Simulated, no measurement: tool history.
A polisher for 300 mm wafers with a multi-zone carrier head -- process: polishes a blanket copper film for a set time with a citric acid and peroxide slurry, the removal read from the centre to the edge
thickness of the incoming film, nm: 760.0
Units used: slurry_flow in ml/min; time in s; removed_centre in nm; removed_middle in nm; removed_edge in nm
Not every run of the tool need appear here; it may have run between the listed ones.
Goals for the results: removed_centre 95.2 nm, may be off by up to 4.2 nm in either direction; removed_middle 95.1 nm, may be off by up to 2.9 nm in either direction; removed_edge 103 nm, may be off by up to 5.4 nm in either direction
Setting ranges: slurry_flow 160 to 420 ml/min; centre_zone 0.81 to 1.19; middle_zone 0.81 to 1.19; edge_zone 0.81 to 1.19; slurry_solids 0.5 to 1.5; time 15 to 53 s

run	hour	slurry_flow	centre_zone	middle_zone	edge_zone	slurry_solids	time	removed_centre	removed_middle	removed_edge
1	0	270	1	1	1	1	34	66.558	67.572	67.178
2	6.5	270	1	1	1.03	1.1	36	71.319	73.293	73.473
3	11.9	270	1	1.07	1.03	1.1	36	72.726	77.383	73.444
4	19.8	270	1	1.12	1.03	1.1	36	70.143	80.602	71.751
5	28.2	270	1	1.1	1.06	1.2	37	75.631	81.26	78.292
6	32.3	275	1	1.11	1.08	1.25	38	78.353	85.445	85.054
7	40	285	1.02	1.12	1.1	1.3	38	79.892	88.109	81.97
8	48.9	275	1.02	1.1	1.1	1.35	39	84.436	89.391	85.22
9	50.9	275	1.01	1.09	1.12	1.4	40	86.009	91.05	90.868
10	56.8	275	1.01	1.08	1.13	1.4	41	89.257	92.878	93.745
11	63	275	1.01	1.07	1.14	1.4	41	86.982	91.178	94.037
12	66.1	275	1.01	1.06	1.15	1.4	41	84.673	92.529	93.889
13	66.6	270	1.01	1.05	1.14	1.4	42	91.237	94.513	96.567

Which one of the following 4 next-run settings gets every result inside its allowed miss? There is exactly one.
A	67.1	220	1.13	1.08	1	1.5	42	?	?	?
B	67.1	285	0.93	0.89	1.08	1.5	44	?	?	?
C	67.1	325	0.98	1.1	1.19	1.25	41	?	?	?
D	67.1	225	0.99	0.97	1.12	1.5	46	?	?	?

move	removed_centre	removed_middle	removed_edge
A	98.663	94.838	88.168
B	87.453	88.381	98.165
C	83.754	93.904	93.003
D	94.79	96.036	102.49
A: the biggest miss grows against the last run
B: the worst result of the last run now meets its target, but another is out of spec
C: the biggest miss grows against the last run
D: each result inside its tolerance
The right move is D.

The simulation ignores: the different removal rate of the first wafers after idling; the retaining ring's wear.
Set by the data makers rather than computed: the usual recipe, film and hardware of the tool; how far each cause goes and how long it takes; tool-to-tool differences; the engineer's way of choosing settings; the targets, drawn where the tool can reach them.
